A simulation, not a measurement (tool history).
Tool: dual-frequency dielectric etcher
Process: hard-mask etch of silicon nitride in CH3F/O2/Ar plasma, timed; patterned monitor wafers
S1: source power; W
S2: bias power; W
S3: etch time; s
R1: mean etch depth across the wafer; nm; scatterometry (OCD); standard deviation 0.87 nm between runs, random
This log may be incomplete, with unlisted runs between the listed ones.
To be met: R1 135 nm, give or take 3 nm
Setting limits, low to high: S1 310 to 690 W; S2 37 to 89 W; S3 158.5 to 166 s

{"run": 1, "hour": 0.0, "S1": 500, "S2": 63, "S3": 158.5, "R1": 121.28}
{"run": 2, "hour": 3.2, "S1": 500, "S2": 63, "S3": 166, "R1": 127.77}
{"run": 3, "hour": 10.9, "S1": 430, "S2": 63, "S3": 166, "R1": 120.78}
{"run": 4, "hour": 17.7, "S1": 440, "S2": 63, "S3": 166, "R1": 121.23}
{"run": 5, "hour": 26.4, "S1": 440, "S2": 68, "S3": 166, "R1": 124.29}
{"run": 6, "hour": 30.0, "S1": 440, "S2": 59, "S3": 166, "R1": 120.12}
{"run": 7, "hour": 33.2, "S1": 450, "S2": 60, "S3": 166, "R1": 121.43}
{"run": 8, "hour": 37.9, "S1": 460, "S2": 60, "S3": 166, "R1": 122.19}
{"run": 9, "hour": 41.6, "S1": 470, "S2": 60, "S3": 166, "R1": 122.88}

Next run, 4 choices. One meets every target within its allowed miss, the rest don't. Which?
{"run": "A", "hour": 45.3, "S1": 390, "S2": 57, "S3": 165, "R1": "?"}
{"run": "B", "hour": 45.3, "S1": 550, "S2": 66, "S3": 166, "R1": "?"}
{"run": "C", "hour": 45.3, "S1": 440, "S2": 81, "S3": 160, "R1": "?"}
{"run": "D", "hour": 45.3, "S1": 420, "S2": 57, "S3": 161, "R1": "?"}

move=A R1=111.38
move=B R1=132.21
move=C R1=123.81
move=D R1=111.73
A: misses by more than the last run did
B: hits every target within its allowed miss
C: nearer the targets than the last run, but a result is still out of spec
D: misses by more than the last run did
The right move is B.
